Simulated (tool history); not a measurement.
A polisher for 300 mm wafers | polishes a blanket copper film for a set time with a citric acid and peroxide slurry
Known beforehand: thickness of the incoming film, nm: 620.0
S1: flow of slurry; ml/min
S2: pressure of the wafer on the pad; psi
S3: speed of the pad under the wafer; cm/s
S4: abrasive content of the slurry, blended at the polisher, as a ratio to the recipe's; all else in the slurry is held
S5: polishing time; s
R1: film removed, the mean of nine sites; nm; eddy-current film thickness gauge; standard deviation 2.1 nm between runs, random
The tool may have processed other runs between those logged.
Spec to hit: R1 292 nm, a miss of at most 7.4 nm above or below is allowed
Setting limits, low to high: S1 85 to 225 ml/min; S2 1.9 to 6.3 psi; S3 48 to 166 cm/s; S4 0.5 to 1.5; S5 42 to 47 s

| run | hour | S1 | S2 | S3 | S4 | S5 | R1 |
|---|---|---|---|---|---|---|---|
| 1 | 0 | 145 | 4.1 | 106 | 1 | 47 | 182.93 |
| 2 | 4.8 | 155 | 4.6 | 106 | 1 | 47 | 204.11 |
| 3 | 13 | 155 | 4.6 | 106 | 0.85 | 47 | 194.57 |
| 4 | 16.7 | 155 | 4.6 | 106 | 0.85 | 42 | 173.79 |
| 5 | 24.7 | 155 | 4.6 | 106 | 0.95 | 42 | 181.06 |
| 6 | 32.8 | 155 | 5.1 | 110 | 0.95 | 42 | 205.87 |
| 7 | 36.7 | 160 | 5.4 | 114 | 0.95 | 42 | 220.85 |
| 8 | 39 | 160 | 5.7 | 118 | 0.95 | 42 | 237.84 |
| 9 | 40.3 | 165 | 5.9 | 122 | 0.95 | 42 | 255.57 |
| 10 | 44.4 | 165 | 6 | 124 | 0.95 | 42 | 265.58 |

Which one of the following 5 next-run settings gets every result inside its allowed miss? There is exactly one.
| A | 48.5 | 165 | 5.6 | 144 | 0.9 | 46 | ? |
| B | 48.5 | 200 | 5.5 | 146 | 0.85 | 45 | ? |
| C | 48.5 | 190 | 5.6 | 144 | 0.9 | 43 | ? |
| D | 48.5 | 180 | 6.1 | 134 | 1.05 | 43 | ? |
| E | 48.5 | 135 | 6 | 134 | 1 | 46 | ? |

| move | R1 |
|---|---|
| A | 311.09 |
| B | 308.73 |
| C | 297.31 |
| D | 308.35 |
| E | 305.44 |
A: moves the result that the last run missed by most past its target, out the other side
B: moves the result that the last run missed by most past its target, out the other side
C: each result inside its tolerance
D: moves the result that the last run missed by most past its target, out the other side
E: moves the result that the last run missed by most past its target, out the other side
Answer: C

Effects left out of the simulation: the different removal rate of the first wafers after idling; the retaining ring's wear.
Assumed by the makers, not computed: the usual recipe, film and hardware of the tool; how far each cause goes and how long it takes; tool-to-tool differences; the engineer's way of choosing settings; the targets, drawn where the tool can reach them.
